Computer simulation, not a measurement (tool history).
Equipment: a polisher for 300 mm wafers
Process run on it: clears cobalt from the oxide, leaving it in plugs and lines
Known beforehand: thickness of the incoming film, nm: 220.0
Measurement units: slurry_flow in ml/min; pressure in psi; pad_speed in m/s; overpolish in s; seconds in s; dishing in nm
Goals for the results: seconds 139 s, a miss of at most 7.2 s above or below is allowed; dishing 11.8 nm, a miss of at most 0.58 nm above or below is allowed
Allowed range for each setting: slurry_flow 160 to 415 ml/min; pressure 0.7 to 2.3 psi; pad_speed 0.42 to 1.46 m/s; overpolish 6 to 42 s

run	hour	slurry_flow	pressure	pad_speed	overpolish	seconds	dishing
1	0	265	1.5	0.94	21	70.191	41.67
2	1.2	265	1.7	0.94	21	62.418	44.174
3	6.4	265	1.7	1.06	21	55.779	47.757
4	14.8	265	2	1.06	21	46.222	53.71
5	19.8	265	2.2	1.06	21	43.255	56.823
6	24.8	255	2	1	19	51.399	48.245
7	28.1	275	1.8	0.94	17	57.27	40.484
# hour 30.5: slurry nozzle cleaned
8	30.5	285	1.7	0.88	16	62.622	36.206
9	36.5	360	1.3	0.62	6	113.67	9.7466
10	44.7	350	1.3	0.62	7	114.84	11.134
11	53.6	345	1.3	0.62	7	115.88	11.363
12	55	340	1.3	0.62	7	116.31	11.12
13	62.9	335	1.3	0.62	7	115.63	10.714
14	68.2	330	1.3	0.62	8	115.79	12.759
15	73.4	335	1.2	0.6	9	130.06	12.724

Which one of the following 5 next-run settings gets every result inside its allowed miss? There is exactly one.
A	78.6	400	1.5	0.56	8	?	?
B	78.6	365	1.4	0.56	9	?	?
C	78.6	365	1.2	0.54	9	?	?
D	78.6	370	1.3	0.56	8	?	?
E	78.6	355	1.3	0.6	9	?	?

move	seconds	dishing
A	111.98	13.326
B	120.33	13.901
C	144.55	11.748
D	129.17	11.687
E	121.24	13.806
A: misses by more than the last run did
B: misses by more than the last run did
C: every result within its allowed miss
D: brings the last run's worst result on target, with another outside its allowed miss
E: misses by more than the last run did
Go with C: it meets all targets.
